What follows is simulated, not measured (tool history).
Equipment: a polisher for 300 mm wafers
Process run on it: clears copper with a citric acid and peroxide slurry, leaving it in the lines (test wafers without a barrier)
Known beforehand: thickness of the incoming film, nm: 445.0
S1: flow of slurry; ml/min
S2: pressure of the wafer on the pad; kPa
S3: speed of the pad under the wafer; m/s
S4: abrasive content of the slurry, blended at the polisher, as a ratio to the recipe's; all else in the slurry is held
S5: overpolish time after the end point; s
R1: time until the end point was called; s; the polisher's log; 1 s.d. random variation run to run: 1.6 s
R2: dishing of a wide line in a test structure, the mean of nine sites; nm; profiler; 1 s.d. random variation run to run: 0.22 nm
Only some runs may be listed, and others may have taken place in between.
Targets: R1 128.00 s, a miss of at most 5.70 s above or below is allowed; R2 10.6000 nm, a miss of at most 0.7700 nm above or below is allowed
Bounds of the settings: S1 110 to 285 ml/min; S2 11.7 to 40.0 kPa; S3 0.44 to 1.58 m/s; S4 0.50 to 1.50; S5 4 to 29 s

run  hour   S1    S2    S3    S4  S5      R1       R2
  1   0.0  180  25.5  1.00  1.00  15  217.02   9.6490
  2   1.8  180  25.5  1.00  1.00  10  215.98   8.1853
  3   3.4  180  28.3  1.00  1.00  11  192.99   9.2262
  4   9.0  180  28.3  0.88  1.00  11  218.78   8.9479
  5  10.3  180  28.3  0.88  1.15  11  219.02   8.8256
  6  18.2  180  31.0  0.90  1.15  11  193.20   9.1441
  7  24.1  185  37.9  0.98  1.15  14  150.46  10.1650
  8  28.9  185  38.6  1.00  1.15  14  144.43   9.7285
  9  30.2  185  38.6  1.02  1.15  15  143.42  10.2310
 10  34.8  185  38.6  1.04  1.15  15  140.14  10.3090

Below are 5 possible settings for the next run. Only one of them brings all results inside the allowed miss of their targets. Which is it?
  A  39.4  205  37.2  0.94  1.25  15   ?   ?
  B  39.4  165  34.5  1.10  1.05  15   ?   ?
  C  39.4  170  37.9  1.16  1.15  16   ?   ?
  D  39.4  170  36.5  0.94  1.30  21   ?   ?
  E  39.4  150  31.7  1.44  1.15   8   ?   ?

move      R1       R2
   A  154.97  10.0070
   B  151.31  10.0160
   C  129.38  10.2330
   D  159.98  10.2860
   E  124.25   9.1651
A: moves away from the targets compared with the last run
B: moves away from the targets compared with the last run
C: in spec on every target
D: moves away from the targets compared with the last run
E: brings the result that was furthest off to its target, and leaves another outside
C meets every target.

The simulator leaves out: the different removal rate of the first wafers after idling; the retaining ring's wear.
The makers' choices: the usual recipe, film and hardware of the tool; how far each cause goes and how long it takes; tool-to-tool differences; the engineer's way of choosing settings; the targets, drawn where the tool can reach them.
